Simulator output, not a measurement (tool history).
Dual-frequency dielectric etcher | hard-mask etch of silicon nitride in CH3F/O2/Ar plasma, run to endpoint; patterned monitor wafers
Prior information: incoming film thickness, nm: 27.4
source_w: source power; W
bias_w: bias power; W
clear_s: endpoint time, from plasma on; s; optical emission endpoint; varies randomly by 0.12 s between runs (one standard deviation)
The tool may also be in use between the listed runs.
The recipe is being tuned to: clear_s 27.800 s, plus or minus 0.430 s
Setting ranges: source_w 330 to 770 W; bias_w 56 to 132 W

Run 1, hour 0.0: source_w 550 W, bias_w 94 W. Result: clear_s 30.678 s.
Run 2, hour 8.5: source_w 590 W, bias_w 95 W. Result: clear_s 30.014 s.
Run 3, hour 13.9: source_w 500 W, bias_w 95 W. Result: clear_s 32.165 s.
Run 4, hour 17.2: source_w 500 W, bias_w 103 W. Result: clear_s 31.305 s.
Run 5, hour 20.8: source_w 540 W, bias_w 104 W. Result: clear_s 30.499 s.
At hour 25.9: bias power generator calibrated.
Run 6, hour 25.9: source_w 570 W, bias_w 105 W. Result: clear_s 29.246 s.
Run 7, hour 27.8: source_w 590 W, bias_w 105 W. Result: clear_s 29.086 s.
Run 8, hour 36.2: source_w 610 W, bias_w 105 W. Result: clear_s 28.652 s.
Run 9, hour 42.9: source_w 620 W, bias_w 105 W. Result: clear_s 28.456 s.

Consider the 4 candidate settings below. Which is the only one whose results all fall within their allowed miss of target?
Run A, hour 49.6: source_w 600 W, bias_w 107 W. Result: clear_s ?.
Run B, hour 49.6: source_w 600 W, bias_w 100 W. Result: clear_s ?.
Run C, hour 49.6: source_w 530 W, bias_w 117 W. Result: clear_s ?.
Run D, hour 49.6: source_w 580 W, bias_w 123 W. Result: clear_s ?.

move  clear_s
   A   28.575
   B   29.088
   C   29.341
   D   27.886
A: further off than the last run
B: further off than the last run
C: further off than the last run
D: hits every target within its allowed miss
The move that meets every target is D.
